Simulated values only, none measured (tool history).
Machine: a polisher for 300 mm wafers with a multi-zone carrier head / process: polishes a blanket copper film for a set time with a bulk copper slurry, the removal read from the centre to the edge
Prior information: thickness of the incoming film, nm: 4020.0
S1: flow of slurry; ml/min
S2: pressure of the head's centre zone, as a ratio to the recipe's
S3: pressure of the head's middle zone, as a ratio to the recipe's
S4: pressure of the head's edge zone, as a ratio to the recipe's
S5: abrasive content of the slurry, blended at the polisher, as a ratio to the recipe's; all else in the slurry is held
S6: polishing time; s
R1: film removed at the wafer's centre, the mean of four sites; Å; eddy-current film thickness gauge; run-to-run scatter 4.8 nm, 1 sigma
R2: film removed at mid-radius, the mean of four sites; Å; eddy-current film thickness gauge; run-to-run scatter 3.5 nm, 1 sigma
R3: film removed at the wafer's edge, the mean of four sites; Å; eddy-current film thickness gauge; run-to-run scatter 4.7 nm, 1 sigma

{"run": 1, "hour": 0.0, "S1": 205, "S2": 1, "S3": 1, "S4": 1, "S5": 1, "S6": 50, "R1": 6313.4, "R2": 5946.1, "R3": 6030.3}
{"run": 2, "hour": 7.0, "S1": 190, "S2": 0.98, "S3": 0.98, "S4": 0.96, "S5": 0.95, "S6": 50, "R1": 6069.5, "R2": 5830, "R3": 5814.3}
{"run": 3, "hour": 11.7, "S1": 190, "S2": 0.98, "S3": 0.98, "S4": 0.96, "S5": 0.95, "S6": 38, "R1": 4647.9, "R2": 4403.4, "R3": 4461.9}
{"run": 4, "hour": 14.8, "S1": 190, "S2": 1.06, "S3": 0.98, "S4": 0.96, "S5": 0.95, "S6": 38, "R1": 4943.3, "R2": 4401.8, "R3": 4447.7}
{"run": 5, "hour": 18.5, "S1": 215, "S2": 1.06, "S3": 0.98, "S4": 0.96, "S5": 0.95, "S6": 38, "R1": 4976.7, "R2": 4479.9, "R3": 4508.6}
{"run": 6, "hour": 19.4, "S1": 230, "S2": 1.06, "S3": 1.01, "S4": 1.01, "S5": 1, "S6": 38, "R1": 5180.3, "R2": 4684.2, "R3": 4727.8}
{"run": 7, "hour": 23.4, "S1": 245, "S2": 1.05, "S3": 1.03, "S4": 1.05, "S5": 1.05, "S6": 38, "R1": 5156.5, "R2": 4833.9, "R3": 4850.4}
{"run": 8, "hour": 28.6, "S1": 255, "S2": 1.05, "S3": 1.04, "S4": 1.08, "S5": 1.1, "S6": 38, "R1": 5340, "R2": 4933.8, "R3": 4975}
{"run": 9, "hour": 36.3, "S1": 260, "S2": 1.04, "S3": 1.05, "S4": 1.1, "S5": 1.1, "S6": 38, "R1": 5172.8, "R2": 5021.9, "R3": 5040.8}
{"run": 10, "hour": 40.1, "S1": 265, "S2": 1.05, "S3": 1.05, "S4": 1.12, "S5": 1.15, "S6": 38, "R1": 5323.7, "R2": 5046.4, "R3": 5153.4}
{"run": 11, "hour": 41.3, "S1": 270, "S2": 1.05, "S3": 1.05, "S4": 1.13, "S5": 1.15, "S6": 38, "R1": 5268.4, "R2": 5037.9, "R3": 5154.2}
{"run": 12, "hour": 47.7, "S1": 275, "S2": 1.06, "S3": 1.05, "S4": 1.14, "S5": 1.15, "S6": 38, "R1": 5388.9, "R2": 5037.4, "R3": 5190.4}

What does the tool deliver on the next run?
{"run": 13, "hour": 55.0, "S1": 280, "S2": 1.06, "S3": 1.05, "S4": 1.15, "S5": 1.15, "S6": 38, "R1": "?", "R2": "?", "R3": "?"}

R1: 5480.6 Å
R2: 5063.6 Å
R3: 5210 Å
